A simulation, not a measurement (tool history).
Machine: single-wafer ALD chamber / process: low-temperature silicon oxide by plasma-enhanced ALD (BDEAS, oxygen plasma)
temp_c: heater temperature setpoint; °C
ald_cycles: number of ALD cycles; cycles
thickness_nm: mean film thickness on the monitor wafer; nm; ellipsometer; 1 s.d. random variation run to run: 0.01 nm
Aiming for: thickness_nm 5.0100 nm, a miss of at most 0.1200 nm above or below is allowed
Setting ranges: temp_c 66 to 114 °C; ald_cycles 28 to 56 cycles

| run | day | temp_c | ald_cycles | thickness_nm |
|---|---|---|---|---|
| 1 | 0.000 | 90 | 42 | 6.3238 |
| 2 | 0.192 | 90 | 38 | 5.7277 |
| 3 | 0.492 | 86 | 38 | 5.8234 |
| 4 | 0.700 | 81 | 38 | 5.9178 |
| 5 | 0.829 | 83 | 37 | 5.7311 |
| 6 | 0.879 | 83 | 35 | 5.4115 |
| 7 | 1.092 | 84 | 35 | 5.4126 |
| 8 | 1.442 | 85 | 35 | 5.3871 |
| 9 | 1.721 | 86 | 35 | 5.3425 |
| 10 | 1.971 | 95 | 33 | 4.8608 |

4 next moves are on the table. One of them brings every result within its allowed miss. Which?
| A | 2.221 | 81 | 32 | ? |
| B | 2.221 | 97 | 31 | ? |
| C | 2.221 | 101 | 32 | ? |
| D | 2.221 | 97 | 32 | ? |

| move | thickness_nm |
|---|---|
| A | 4.9990 |
| B | 4.5456 |
| C | 4.6369 |
| D | 4.6922 |
A: in spec on every target
B: lands further from the targets than the last run did
C: lands further from the targets than the last run did
D: lands further from the targets than the last run did
So the answer is move A, the one that meets all the targets.

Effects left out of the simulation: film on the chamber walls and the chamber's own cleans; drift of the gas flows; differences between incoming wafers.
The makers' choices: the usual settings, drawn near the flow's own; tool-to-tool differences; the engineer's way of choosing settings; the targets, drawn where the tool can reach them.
